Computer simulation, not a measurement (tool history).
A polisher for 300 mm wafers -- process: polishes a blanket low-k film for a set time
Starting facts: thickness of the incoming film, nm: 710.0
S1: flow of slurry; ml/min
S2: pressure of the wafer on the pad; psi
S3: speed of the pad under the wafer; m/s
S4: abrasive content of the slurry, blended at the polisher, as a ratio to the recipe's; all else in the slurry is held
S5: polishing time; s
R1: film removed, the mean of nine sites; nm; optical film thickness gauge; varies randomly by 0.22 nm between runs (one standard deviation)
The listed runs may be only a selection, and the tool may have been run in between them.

{"run": 1, "hour": 0.0, "S1": 185, "S2": 1.6, "S3": 1.22, "S4": 1.0, "S5": 108, "R1": 39.612}
{"run": 2, "hour": 5.3, "S1": 185, "S2": 1.2, "S3": 1.22, "S4": 1.0, "S5": 108, "R1": 32.96}
{"run": 3, "hour": 13.9, "S1": 185, "S2": 1.2, "S3": 0.98, "S4": 1.0, "S5": 108, "R1": 28.336}
{"run": 4, "hour": 20.8, "S1": 185, "S2": 1.6, "S3": 0.98, "S4": 1.0, "S5": 108, "R1": 34.391}
{"run": 5, "hour": 26.6, "S1": 165, "S2": 1.6, "S3": 0.98, "S4": 1.0, "S5": 108, "R1": 33.812}
{"run": 6, "hour": 29.5, "S1": 165, "S2": 1.6, "S3": 0.98, "S4": 1.0, "S5": 108, "R1": 34.125}
{"run": 7, "hour": 30.7, "S1": 165, "S2": 1.5, "S3": 0.98, "S4": 1.0, "S5": 108, "R1": 32.811}
{"run": 8, "hour": 37.9, "S1": 165, "S2": 1.5, "S3": 0.98, "S4": 1.0, "S5": 108, "R1": 32.394}
{"run": 9, "hour": 43.4, "S1": 165, "S2": 1.4, "S3": 0.98, "S4": 1.0, "S5": 108, "R1": 31.318}
{"run": 10, "hour": 51.6, "S1": 165, "S2": 1.4, "S3": 0.98, "S4": 1.0, "S5": 108, "R1": 30.733}

Run 11 comes next. What will it give?
{"run": 11, "hour": 56.2, "S1": 165, "S2": 1.3, "S3": 0.98, "S4": 1.0, "S5": 108, "R1": "?"}

{"run 11": {"R1": 29.135}}

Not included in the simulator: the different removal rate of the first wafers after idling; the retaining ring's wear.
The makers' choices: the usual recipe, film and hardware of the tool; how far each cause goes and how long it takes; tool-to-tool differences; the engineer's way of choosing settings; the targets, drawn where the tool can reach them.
